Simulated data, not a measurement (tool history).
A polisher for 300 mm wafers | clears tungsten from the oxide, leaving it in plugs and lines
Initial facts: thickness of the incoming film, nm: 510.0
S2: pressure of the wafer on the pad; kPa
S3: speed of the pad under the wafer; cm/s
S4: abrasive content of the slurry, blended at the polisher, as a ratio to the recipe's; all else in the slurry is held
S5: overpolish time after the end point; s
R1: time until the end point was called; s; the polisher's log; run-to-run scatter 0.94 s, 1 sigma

run 1 hour=0 | flow_of_slurry_(ml/min)=225 S2=28.3 S3=138 S4=1 S5=16 | R1=63.608
run 2 hour=4.8 | flow_of_slurry_(ml/min)=225 S2=28.3 S3=138 S4=1.2 S5=16 | R1=60.639
run 3 hour=8.9 | flow_of_slurry_(ml/min)=225 S2=28.3 S3=154 S4=1.2 S5=16 | R1=55.138
run 4 hour=10.8 | flow_of_slurry_(ml/min)=225 S2=24.8 S3=150 S4=1.2 S5=16 | R1=63.404
run 5 hour=11.7 | flow_of_slurry_(ml/min)=225 S2=24.8 S3=118 S4=1.2 S5=16 | R1=77.809
run 6 hour=18.3 | flow_of_slurry_(ml/min)=225 S2=22.8 S3=118 S4=1.2 S5=16 | R1=83.693
run 7 hour=22.8 | flow_of_slurry_(ml/min)=225 S2=21.4 S3=118 S4=1.2 S5=16 | R1=88.887

For run 8, what comes out?
run 8 hour=29.6 | flow_of_slurry_(ml/min)=225 S2=20.7 S3=118 S4=1.2 S5=16 | R1=?

{"run 8": {"R1": 91.212}}
